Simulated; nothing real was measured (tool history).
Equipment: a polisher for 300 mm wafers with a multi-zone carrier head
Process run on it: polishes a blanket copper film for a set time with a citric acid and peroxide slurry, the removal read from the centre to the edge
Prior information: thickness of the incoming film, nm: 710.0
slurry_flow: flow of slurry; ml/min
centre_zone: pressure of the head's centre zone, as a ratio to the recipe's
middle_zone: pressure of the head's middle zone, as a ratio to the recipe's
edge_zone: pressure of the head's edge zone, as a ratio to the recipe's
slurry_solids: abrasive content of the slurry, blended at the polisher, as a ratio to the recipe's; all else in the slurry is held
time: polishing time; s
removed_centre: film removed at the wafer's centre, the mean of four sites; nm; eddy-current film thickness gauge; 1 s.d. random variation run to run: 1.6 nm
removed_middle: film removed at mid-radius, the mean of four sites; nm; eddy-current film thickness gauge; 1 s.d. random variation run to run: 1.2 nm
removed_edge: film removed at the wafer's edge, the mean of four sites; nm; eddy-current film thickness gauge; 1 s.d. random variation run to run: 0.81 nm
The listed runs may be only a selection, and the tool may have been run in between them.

Run 1, day 0: slurry_flow 160 ml/min, centre_zone 1, middle_zone 1, edge_zone 1, slurry_solids 1, time 83 s. Result: removed_centre 148.22 nm, removed_middle 144.74 nm, removed_edge 147.14 nm.
Run 2, day 0.067: slurry_flow 160 ml/min, centre_zone 1, middle_zone 1, edge_zone 1.03, slurry_solids 1, time 83 s. Result: removed_centre 145.91 nm, removed_middle 145.67 nm, removed_edge 150.8 nm.
Run 3, day 0.262: slurry_flow 150 ml/min, centre_zone 1.01, middle_zone 0.98, edge_zone 0.97, slurry_solids 0.95, time 83 s. Result: removed_centre 143.1 nm, removed_middle 138.57 nm, removed_edge 142.53 nm.
Run 4, day 0.617: slurry_flow 150 ml/min, centre_zone 1.01, middle_zone 0.98, edge_zone 0.97, slurry_solids 0.85, time 83 s. Result: removed_centre 138.82 nm, removed_middle 135.22 nm, removed_edge 140.56 nm.
Run 5, day 0.838: slurry_flow 140 ml/min, centre_zone 1.04, middle_zone 0.97, edge_zone 0.92, slurry_solids 0.85, time 83 s. Result: removed_centre 143.61 nm, removed_middle 132.29 nm, removed_edge 134.42 nm.
Run 6, day 1.012: slurry_flow 160 ml/min, centre_zone 1.04, middle_zone 0.97, edge_zone 0.92, slurry_solids 0.85, time 83 s. Result: removed_centre 149.5 nm, removed_middle 136.77 nm, removed_edge 136.06 nm.

What will run 7 give?
Run 7, day 1.217: slurry_flow 145 ml/min, centre_zone 1.05, middle_zone 0.96, edge_zone 0.89, slurry_solids 0.85, time 83 s. Result: removed_centre ?, removed_middle ?, removed_edge ?.

{"run 7": {"removed_centre": 146.21, "removed_middle": 132.55, "removed_edge": 133.32}}

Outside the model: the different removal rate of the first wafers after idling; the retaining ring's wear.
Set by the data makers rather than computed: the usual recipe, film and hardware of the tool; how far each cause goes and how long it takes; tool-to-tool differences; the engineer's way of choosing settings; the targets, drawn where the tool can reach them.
